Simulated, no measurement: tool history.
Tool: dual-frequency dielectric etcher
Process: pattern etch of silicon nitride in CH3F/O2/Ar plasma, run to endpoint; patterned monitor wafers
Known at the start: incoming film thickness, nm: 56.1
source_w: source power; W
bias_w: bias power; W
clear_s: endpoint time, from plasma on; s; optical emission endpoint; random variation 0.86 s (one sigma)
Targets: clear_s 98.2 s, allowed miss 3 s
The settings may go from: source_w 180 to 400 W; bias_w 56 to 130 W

run 1 hour=0 | source_w=290 bias_w=93 | clear_s=83.632
run 2 hour=8.9 | source_w=280 bias_w=91 | clear_s=84.767
run 3 hour=12.3 | source_w=270 bias_w=88 | clear_s=86.197
run 4 hour=14.7 | source_w=240 bias_w=88 | clear_s=88.707
run 5 hour=17.4 | source_w=230 bias_w=85 | clear_s=90.934
run 6 hour=23.2 | source_w=200 bias_w=85 | clear_s=93.243
run 7 hour=30.7 | source_w=200 bias_w=85 | clear_s=92.019
run 8 hour=38.2 | source_w=200 bias_w=83 | clear_s=94.426
run 9 hour=46.4 | source_w=200 bias_w=82 | clear_s=94.487
run 10 hour=54.1 | source_w=200 bias_w=81 | clear_s=95.377

4 next moves are on the table. One of them brings every result within its allowed miss. Which?
run A hour=61.8 | source_w=220 bias_w=75 | clear_s=?
run B hour=61.8 | source_w=250 bias_w=78 | clear_s=?
run C hour=61.8 | source_w=230 bias_w=88 | clear_s=?
run D hour=61.8 | source_w=200 bias_w=87 | clear_s=?

move=A clear_s=96.785
move=B clear_s=92.681
move=C clear_s=88.838
move=D clear_s=91.592
A: meets every target
B: further off than the last run
C: further off than the last run
D: further off than the last run
Answer: A
